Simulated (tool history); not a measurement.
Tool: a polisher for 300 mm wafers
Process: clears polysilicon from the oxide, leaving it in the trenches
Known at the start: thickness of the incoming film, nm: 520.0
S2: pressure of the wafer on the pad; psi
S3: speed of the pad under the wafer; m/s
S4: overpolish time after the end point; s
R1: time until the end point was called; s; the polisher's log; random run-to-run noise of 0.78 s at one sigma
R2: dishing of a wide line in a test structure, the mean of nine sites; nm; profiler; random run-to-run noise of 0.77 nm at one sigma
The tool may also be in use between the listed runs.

{"run": 1, "hour": 0.0, "flow of slurry (ml/min)": 295, "S2": 2.4, "S3": 0.76, "S4": 30, "R1": 61.242, "R2": 55.392}
{"run": 2, "hour": 3.0, "flow of slurry (ml/min)": 295, "S2": 2.2, "S3": 0.76, "S4": 26, "R1": 65.813, "R2": 53.023}
{"run": 3, "hour": 5.4, "flow of slurry (ml/min)": 295, "S2": 2.8, "S3": 0.76, "S4": 26, "R1": 53.266, "R2": 54.275}
{"run": 4, "hour": 13.2, "flow of slurry (ml/min)": 295, "S2": 2.8, "S3": 0.76, "S4": 32, "R1": 53.411, "R2": 53.777}
{"run": 5, "hour": 14.1, "flow of slurry (ml/min)": 295, "S2": 2.8, "S3": 0.76, "S4": 43, "R1": 52.144, "R2": 56.363}
{"run": 6, "hour": 17.2, "flow of slurry (ml/min)": 295, "S2": 2.6, "S3": 0.74, "S4": 37, "R1": 58.09, "R2": 53.642}
{"run": 7, "hour": 21.9, "flow of slurry (ml/min)": 295, "S2": 2.6, "S3": 0.74, "S4": 37, "R1": 58.663, "R2": 56.572}
{"run": 8, "hour": 24.4, "flow of slurry (ml/min)": 275, "S2": 2.4, "S3": 0.74, "S4": 32, "R1": 62.558, "R2": 53.399}
{"run": 9, "hour": 26.1, "flow of slurry (ml/min)": 260, "S2": 2.2, "S3": 0.72, "S4": 28, "R1": 69.803, "R2": 54.781}
{"run": 10, "hour": 26.9, "flow of slurry (ml/min)": 295, "S2": 2.0, "S3": 0.72, "S4": 25, "R1": 75.261, "R2": 52.165}
{"run": 11, "hour": 34.2, "flow of slurry (ml/min)": 325, "S2": 1.9, "S3": 0.72, "S4": 22, "R1": 77.983, "R2": 49.962}
{"run": 12, "hour": 41.3, "flow of slurry (ml/min)": 350, "S2": 1.8, "S3": 0.72, "S4": 20, "R1": 81.616, "R2": 48.426}
{"run": 13, "hour": 42.4, "flow of slurry (ml/min)": 370, "S2": 1.7, "S3": 0.72, "S4": 18, "R1": 85.653, "R2": 45.222}
{"run": 14, "hour": 51.3, "flow of slurry (ml/min)": 370, "S2": 1.7, "S3": 0.72, "S4": 18, "R1": 85.096, "R2": 47.539}
{"run": 15, "hour": 54.0, "flow of slurry (ml/min)": 385, "S2": 1.6, "S3": 0.72, "S4": 16, "R1": 87.901, "R2": 44.109}
{"run": 16, "hour": 54.7, "flow of slurry (ml/min)": 400, "S2": 1.5, "S3": 0.72, "S4": 15, "R1": 91.285, "R2": 40.66}
{"run": 17, "hour": 60.5, "flow of slurry (ml/min)": 410, "S2": 1.5, "S3": 0.72, "S4": 15, "R1": 93.282, "R2": 42.123}
{"run": 18, "hour": 67.6, "flow of slurry (ml/min)": 420, "S2": 1.5, "S3": 0.72, "S4": 14, "R1": 92.609, "R2": 40.19}

What does the tool deliver on the next run?
{"run": 19, "hour": 76.1, "flow of slurry (ml/min)": 430, "S2": 1.5, "S3": 0.72, "S4": 13, "R1": "?", "R2": "?"}

For run 19 the tool returned R1 92.171 s, R2 38.990 nm.
